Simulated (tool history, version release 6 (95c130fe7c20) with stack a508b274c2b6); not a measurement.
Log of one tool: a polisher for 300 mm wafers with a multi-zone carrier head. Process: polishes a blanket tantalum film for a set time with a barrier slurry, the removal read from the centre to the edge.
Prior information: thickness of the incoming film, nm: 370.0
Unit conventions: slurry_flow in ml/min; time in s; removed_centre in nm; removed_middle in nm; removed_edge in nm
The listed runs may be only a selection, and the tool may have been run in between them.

| run | day | slurry_flow | centre_zone | middle_zone | edge_zone | slurry_solids | time | removed_centre | removed_middle | removed_edge |
|---|---|---|---|---|---|---|---|---|---|---|
| 1 | 0 | 150 | 1 | 1 | 1 | 1 | 79 | 105.92 | 105.95 | 106.28 |
| 2 | 0.058 | 145 | 1 | 1 | 0.97 | 0.9 | 78 | 101.7 | 100.95 | 101.98 |
| 3 | 0.3 | 145 | 1 | 0.95 | 0.97 | 0.9 | 78 | 100.4 | 97.272 | 103.13 |
| 4 | 0.525 | 145 | 0.94 | 0.95 | 0.97 | 0.9 | 78 | 94.903 | 97.506 | 102.01 |
| 5 | 0.654 | 145 | 0.94 | 0.95 | 0.9 | 0.9 | 78 | 96.15 | 98.605 | 97.518 |
| 6 | 0.992 | 145 | 0.94 | 0.95 | 0.9 | 0.9 | 94 | 114.46 | 121.19 | 118.58 |
| 7 | 1.092 | 145 | 0.95 | 0.95 | 0.88 | 0.85 | 89 | 108.75 | 109.59 | 106.88 |
| 8 | 1.329 | 145 | 0.94 | 0.95 | 0.87 | 0.75 | 87 | 100.23 | 103.17 | 102.94 |
| 9 | 1.521 | 135 | 1.04 | 1.01 | 0.81 | 0.55 | 75 | 81.196 | 78.392 | 74.389 |

Run 10 comes next. What will it give?
| 10 | 1.783 | 145 | 1.04 | 1.02 | 0.83 | 0.55 | 75 | ? | ? | ? |

Run 10 gave removed_centre 83.434 nm, removed_middle 81.39 nm, removed_edge 74.779 nm.
